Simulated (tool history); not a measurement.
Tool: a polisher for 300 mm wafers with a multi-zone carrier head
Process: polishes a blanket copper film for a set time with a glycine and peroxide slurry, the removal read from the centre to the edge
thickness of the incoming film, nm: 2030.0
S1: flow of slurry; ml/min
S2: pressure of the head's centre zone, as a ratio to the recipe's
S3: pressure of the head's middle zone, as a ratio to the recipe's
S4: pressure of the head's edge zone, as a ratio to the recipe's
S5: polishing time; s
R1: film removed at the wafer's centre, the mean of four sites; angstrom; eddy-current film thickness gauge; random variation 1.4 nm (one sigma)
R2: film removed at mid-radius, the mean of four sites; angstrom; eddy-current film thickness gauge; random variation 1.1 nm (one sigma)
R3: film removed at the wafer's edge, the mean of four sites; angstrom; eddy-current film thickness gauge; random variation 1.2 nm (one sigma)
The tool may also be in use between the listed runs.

| run | hour | S1 | S2 | S3 | S4 | S5 | R1 | R2 | R3 |
|---|---|---|---|---|---|---|---|---|---|
| 1 | 0 | 270 | 1 | 1 | 1 | 66 | 2392.6 | 2423.5 | 2305.6 |
| 2 | 6.8 | 270 | 0.99 | 0.99 | 0.98 | 62 | 2183.3 | 2268.8 | 2182.9 |
| 3 | 9.2 | 265 | 1 | 0.99 | 0.97 | 58 | 1993.9 | 2093.2 | 1979.6 |
| 4 | 17 | 265 | 0.95 | 0.99 | 0.97 | 58 | 1905.6 | 2106.2 | 2023.1 |
| 5 | 19.4 | 260 | 0.96 | 0.99 | 0.95 | 55 | 1845.1 | 1976.4 | 1870.9 |
| 6 | 21.4 | 255 | 0.96 | 0.99 | 0.93 | 53 | 1766 | 1897.9 | 1785.1 |
| 7 | 29.9 | 250 | 0.96 | 0.99 | 0.92 | 51 | 1735.6 | 1860.9 | 1715.5 |
| 8 | 38.5 | 245 | 0.95 | 0.98 | 0.91 | 50 | 1621.5 | 1798.6 | 1676 |
| 9 | 39.2 | 240 | 0.95 | 0.97 | 0.9 | 49 | 1628.4 | 1768.7 | 1623.7 |
| 10 | 40 | 235 | 0.95 | 0.96 | 0.89 | 48 | 1583.1 | 1668.5 | 1584.5 |

The next listed run, before its measurement:
| 11 | 47.7 | 235 | 0.95 | 0.96 | 0.88 | 47 | ? | ? | ? |

Run 11 gave R1 1558.2 angstrom, R2 1620.1 angstrom, R3 1555.7 angstrom.

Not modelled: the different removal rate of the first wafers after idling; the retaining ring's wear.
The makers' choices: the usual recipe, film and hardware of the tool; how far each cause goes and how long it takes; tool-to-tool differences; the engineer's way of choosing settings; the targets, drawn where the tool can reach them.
